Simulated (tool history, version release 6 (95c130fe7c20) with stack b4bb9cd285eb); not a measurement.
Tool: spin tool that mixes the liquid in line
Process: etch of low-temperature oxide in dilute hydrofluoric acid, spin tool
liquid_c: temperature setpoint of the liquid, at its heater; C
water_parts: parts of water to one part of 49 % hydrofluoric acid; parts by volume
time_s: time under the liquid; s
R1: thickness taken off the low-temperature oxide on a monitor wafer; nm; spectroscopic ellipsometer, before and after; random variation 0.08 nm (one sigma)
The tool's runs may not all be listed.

Run 1, hour 0: liquid_c 22 C, water_parts 270 parts by volume, time_s 285 s. Result: R1 13.373 nm.
Run 2, hour 7: liquid_c 22 C, water_parts 270 parts by volume, time_s 310 s. Result: R1 14.781 nm.
Run 3, hour 8.8: liquid_c 22 C, water_parts 360 parts by volume, time_s 310 s. Result: R1 10.102 nm.
Run 4, hour 9.7: liquid_c 22 C, water_parts 405 parts by volume, time_s 310 s. Result: R1 8.7331 nm.
Run 5, hour 11.4: liquid_c 23 C, water_parts 395 parts by volume, time_s 310 s. Result: R1 9.2553 nm.
Run 6, hour 17.7: liquid_c 21.5 C, water_parts 395 parts by volume, time_s 310 s. Result: R1 8.8198 nm.
Run 7, hour 22.7: liquid_c 25.5 C, water_parts 315 parts by volume, time_s 310 s. Result: R1 13.554 nm.
Run 8, hour 29.4: liquid_c 26 C, water_parts 315 parts by volume, time_s 310 s. Result: R1 13.747 nm.
Run 9, hour 33.5: liquid_c 26.5 C, water_parts 315 parts by volume, time_s 310 s. Result: R1 14.074 nm.
Run 10, hour 35.3: liquid_c 27 C, water_parts 315 parts by volume, time_s 310 s. Result: R1 14.317 nm.

The next listed run, before its measurement:
Run 11, hour 40.5: liquid_c 27.5 C, water_parts 315 parts by volume, time_s 310 s. Result: R1 ?.

Logged for run 11: R1 14.479 nm.
